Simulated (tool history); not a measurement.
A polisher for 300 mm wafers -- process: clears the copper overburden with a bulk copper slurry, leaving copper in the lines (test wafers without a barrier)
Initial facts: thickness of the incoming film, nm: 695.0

run	hour	flow of slurry (ml/min)	pressure of the wafer on the pad (psi)	speed of the pad under the wafer (m/s)	abrasive content of the slurry	overpolish time after the end point (s)	time until the end point was called (s)	dishing of a wide line in a test structure (Å)
1	0	245	1.7	1.24	1	12	90.135	519.86
2	6.1	245	1.7	1.24	1	14	86.827	588.93
3	11	245	1.6	1.24	1	14	91.54	563.38
4	16.6	300	1.6	1.24	1	14	91.382	573.43
5	23.3	300	1.6	1.24	1	16	89.458	616.74
6	30.9	300	1.5	1.24	1	15	96.225	553.16
7	35.4	300	1.4	1.24	1	15	103.09	533.99
8	40.3	300	1.4	1.24	1	14	103.57	500.78

Expected results for the next run?
9	48	300	1.3	1.26	1	13	?	?

time until the end point was called (s): 109.36
dishing of a wide line in a test structure (Å): 449.58

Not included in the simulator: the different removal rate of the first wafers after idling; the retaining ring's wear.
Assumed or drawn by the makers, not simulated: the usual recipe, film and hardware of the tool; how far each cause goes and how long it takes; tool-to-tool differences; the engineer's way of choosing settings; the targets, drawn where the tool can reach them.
